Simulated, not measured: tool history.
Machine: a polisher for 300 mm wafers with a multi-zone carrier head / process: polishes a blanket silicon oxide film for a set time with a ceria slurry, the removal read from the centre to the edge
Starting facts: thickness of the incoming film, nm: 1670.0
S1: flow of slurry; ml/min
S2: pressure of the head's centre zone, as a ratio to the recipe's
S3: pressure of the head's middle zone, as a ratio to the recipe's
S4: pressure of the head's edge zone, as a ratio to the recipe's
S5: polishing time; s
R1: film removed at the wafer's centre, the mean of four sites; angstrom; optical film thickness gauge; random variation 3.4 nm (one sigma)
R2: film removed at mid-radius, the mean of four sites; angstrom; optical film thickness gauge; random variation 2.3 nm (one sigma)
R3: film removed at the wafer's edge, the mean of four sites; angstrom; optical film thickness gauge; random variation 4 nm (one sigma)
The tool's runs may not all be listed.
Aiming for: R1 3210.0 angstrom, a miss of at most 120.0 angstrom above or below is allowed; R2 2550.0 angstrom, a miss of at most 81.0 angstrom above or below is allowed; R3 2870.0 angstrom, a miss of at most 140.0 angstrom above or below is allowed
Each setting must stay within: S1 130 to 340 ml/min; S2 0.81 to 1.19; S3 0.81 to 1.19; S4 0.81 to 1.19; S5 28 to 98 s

| run | hour | S1 | S2 | S3 | S4 | S5 | R1 | R2 | R3 |
|---|---|---|---|---|---|---|---|---|---|
| 1 | 0.0 | 220 | 1.00 | 1.00 | 1.00 | 63 | 2374.8 | 2338.7 | 2135.9 |
| 2 | 7.0 | 225 | 1.03 | 0.96 | 1.06 | 67 | 2550.0 | 2391.8 | 2363.8 |
| 3 | 12.3 | 235 | 1.08 | 0.94 | 1.10 | 69 | 2822.6 | 2397.8 | 2511.6 |
| 4 | 21.1 | 235 | 1.08 | 0.94 | 1.04 | 69 | 2775.0 | 2433.6 | 2404.7 |
| 5 | 22.2 | 235 | 1.08 | 0.87 | 1.04 | 69 | 2796.5 | 2281.2 | 2464.2 |
| 6 | 26.8 | 245 | 1.09 | 0.88 | 1.08 | 71 | 2904.4 | 2403.3 | 2580.4 |
| 7 | 32.5 | 255 | 1.10 | 0.88 | 1.11 | 72 | 3015.6 | 2415.5 | 2670.8 |
| 8 | 37.1 | 260 | 1.10 | 0.89 | 1.13 | 73 | 3071.4 | 2485.4 | 2725.2 |

5 next moves are on the table. One of them brings every result within its allowed miss. Which?
| A | 41.7 | 255 | 1.08 | 0.84 | 1.09 | 78 | ? | ? | ? |
| B | 41.7 | 245 | 1.09 | 0.82 | 1.18 | 76 | ? | ? | ? |
| C | 41.7 | 220 | 1.16 | 0.94 | 1.11 | 67 | ? | ? | ? |
| D | 41.7 | 195 | 1.19 | 0.88 | 1.06 | 75 | ? | ? | ? |
| E | 41.7 | 240 | 0.94 | 0.81 | 1.19 | 79 | ? | ? | ? |

| move | R1 | R2 | R3 |
|---|---|---|---|
| A | 3238.0 | 2515.5 | 2828.9 |
| B | 3166.4 | 2390.7 | 2860.8 |
| C | 2926.5 | 2324.4 | 2413.2 |
| D | 3290.2 | 2417.0 | 2605.0 |
| E | 2826.7 | 2455.7 | 2981.4 |
A: each result inside its tolerance
B: gets the furthest-off result to its target, but another result is out of tolerance
C: further off than the last run
D: gets the furthest-off result to its target, but another result is out of tolerance
E: further off than the last run
A is the move that brings every result within its allowed miss.

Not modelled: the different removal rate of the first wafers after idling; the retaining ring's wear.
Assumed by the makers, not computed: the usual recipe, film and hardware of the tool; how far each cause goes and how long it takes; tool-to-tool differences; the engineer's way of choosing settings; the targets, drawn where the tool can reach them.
